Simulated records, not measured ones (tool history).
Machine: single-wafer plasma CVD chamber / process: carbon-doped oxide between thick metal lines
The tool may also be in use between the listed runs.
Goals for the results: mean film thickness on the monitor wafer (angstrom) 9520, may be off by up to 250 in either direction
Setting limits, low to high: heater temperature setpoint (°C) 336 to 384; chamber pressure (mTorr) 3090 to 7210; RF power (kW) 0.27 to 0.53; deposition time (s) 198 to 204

run  hour  heater temperature setpoint (°C)  chamber pressure (mTorr)  RF power (kW)  deposition time (s)  mean film thickness on the monitor wafer (angstrom)
  1     0                               360                      5150            0.4                  198                                               8140.3
  2   2.1                               360                      5150          0.435                  198                                               8601.6
  3   4.1                               360                      5220           0.44                  198                                               8705.4
  4  10.2                               360                      5220           0.48                  198                                               9171.2
     13.3  -- capacitance manometer re-zeroed and calibrated
  5  13.3                               360                      5220           0.48                  198                                               9238.3
  6  13.9                               360                      5220          0.445                  198                                               8794.9
  7  14.6                               360                      5300           0.45                  198                                               8881.9
  8  22.3                               360                      5380           0.45                  198                                               8898.9
  9  27.2                               360                      5460           0.45                  198                                               8903.8

Which of these 5 next moves meets every target?
  A  32.1                               359                      5550          0.505                  204                                                    ?
  B  32.1                               366                      4670           0.41                  202                                                    ?
  C  32.1                               347                      4040          0.375                  204                                                    ?
  D  32.1                               353                      5340            0.5                  198                                                    ?
  E  32.1                               357                      5770          0.505                  204                                                    ?

move  mean film thickness on the monitor wafer (angstrom)
   A                                               9910.9
   B                                               8268.5
   C                                               8108.5
   D                                               9667.4
   E                                                10023
A: carries the result that was furthest off beyond its target, to the other side
B: the biggest miss grows against the last run
C: the biggest miss grows against the last run
D: hits every target within its allowed miss
E: carries the result that was furthest off beyond its target, to the other side
The move that meets every target is D.
